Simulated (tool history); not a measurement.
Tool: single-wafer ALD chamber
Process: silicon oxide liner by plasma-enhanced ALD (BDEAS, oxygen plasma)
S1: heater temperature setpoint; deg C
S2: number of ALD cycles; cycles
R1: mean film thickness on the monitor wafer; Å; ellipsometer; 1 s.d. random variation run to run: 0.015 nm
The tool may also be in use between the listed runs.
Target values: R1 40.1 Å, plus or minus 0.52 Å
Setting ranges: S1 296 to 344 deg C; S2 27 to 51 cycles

run	day	S1	S2	R1
1	0	320	39	33.673
2	0.358	318	41	35.308
3	0.454	317	42	36.4
4	0.5	316	43	37.014
5	0.6	312	43	37.304
6	0.779	312	41	35.495
7	1.012	312	42	36.343
8	1.288	312	43	37.288
# day 1.438: thermocouple changed; heater temperature recalibrated
9	1.438	312	44	38.071
10	1.746	312	45	39.328

5 candidate next runs follow, results not yet known. Just one meets every target within its allowed miss. Identify it.
A	2.054	311	44	?
B	2.054	315	44	?
C	2.054	308	46	?
D	2.054	296	43	?
E	2.054	306	44	?

move	R1
A	38.646
B	38.453
C	40.555
D	38.574
E	38.888
A: further off than the last run
B: further off than the last run
C: meets every target
D: further off than the last run
E: further off than the last run
C is the move that brings every result within its allowed miss.
